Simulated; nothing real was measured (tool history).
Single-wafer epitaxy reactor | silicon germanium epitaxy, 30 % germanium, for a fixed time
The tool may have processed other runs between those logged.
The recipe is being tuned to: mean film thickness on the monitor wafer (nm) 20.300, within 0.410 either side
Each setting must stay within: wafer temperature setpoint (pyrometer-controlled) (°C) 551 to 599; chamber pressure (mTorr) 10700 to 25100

run    day  wafer temperature setpoint (pyrometer-controlled) (°C)  chamber pressure (mTorr)  mean film thickness on the monitor wafer (nm)
  1  0.000                                                     575                     17900                                         33.066
  2  0.125                                                     575                     19100                                         33.896
  3  0.175                                                     572                     18800                                         32.196
  4  0.488                                                     570                     18300                                         30.785
  5  0.538                                                     570                     21300                                         32.576
  6  0.575                                                     570                     20100                                         31.768
  7  0.700                                                     568                     19400                                         30.227
  8  1.017                                                     566                     18900                                         29.004
  9  1.392                                                     564                     18300                                         27.445
 10  1.742                                                     562                     17900                                         26.343
 11  1.967                                                     561                     17500                                         25.890
 12  2.258                                                     551                     13900                                         19.586

Exercise: of the 4 proposed moves below, exactly one satisfies all targets within the stated allowed misses. Which move is it?
  A  2.550                                                     552                     13100                                              ?
  B  2.550                                                     557                     13100                                              ?
  C  2.550                                                     554                     13100                                              ?
  D  2.550                                                     552                     11400                                              ?

move  mean film thickness on the monitor wafer (nm)
   A                                         19.657
   B                                         21.485
   C                                         20.371
   D                                         18.632
A: an improvement on the last run, though not all results are within tolerance
B: the result that was furthest off in the last run now lies on the other side of its target
C: in spec on every target
D: lands further from the targets than the last run did
Correct choice: C, which meets every target
